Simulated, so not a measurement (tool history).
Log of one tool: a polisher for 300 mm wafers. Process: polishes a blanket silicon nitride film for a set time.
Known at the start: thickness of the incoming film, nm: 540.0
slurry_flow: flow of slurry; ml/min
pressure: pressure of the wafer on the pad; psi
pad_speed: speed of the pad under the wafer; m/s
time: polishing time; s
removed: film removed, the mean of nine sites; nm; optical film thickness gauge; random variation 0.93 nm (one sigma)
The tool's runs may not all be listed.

run 1 hour=0 | slurry_flow=250 pressure=3.5 pad_speed=0.96 time=40 | removed=67.676
run 2 hour=3.2 | slurry_flow=250 pressure=3.5 pad_speed=0.96 time=35 | removed=59.098
run 3 hour=8.1 | slurry_flow=250 pressure=2.7 pad_speed=0.96 time=35 | removed=46.286
run 4 hour=15.1 | slurry_flow=250 pressure=3.3 pad_speed=0.96 time=35 | removed=56.437
run 5 hour=21.1 | slurry_flow=250 pressure=3.6 pad_speed=0.96 time=35 | removed=60.695
run 6 hour=26.5 | slurry_flow=250 pressure=3.9 pad_speed=0.98 time=35 | removed=67.722
run 7 hour=30.6 | slurry_flow=250 pressure=4.1 pad_speed=1 time=35 | removed=71.581
run 8 hour=34.1 | slurry_flow=250 pressure=4.1 pad_speed=1 time=35 | removed=71.092

Run 9 comes next. What will it give?
run 9 hour=41.8 | slurry_flow=250 pressure=4.1 pad_speed=1 time=35 | removed=?

{"run 9": {"removed": 70.961}}

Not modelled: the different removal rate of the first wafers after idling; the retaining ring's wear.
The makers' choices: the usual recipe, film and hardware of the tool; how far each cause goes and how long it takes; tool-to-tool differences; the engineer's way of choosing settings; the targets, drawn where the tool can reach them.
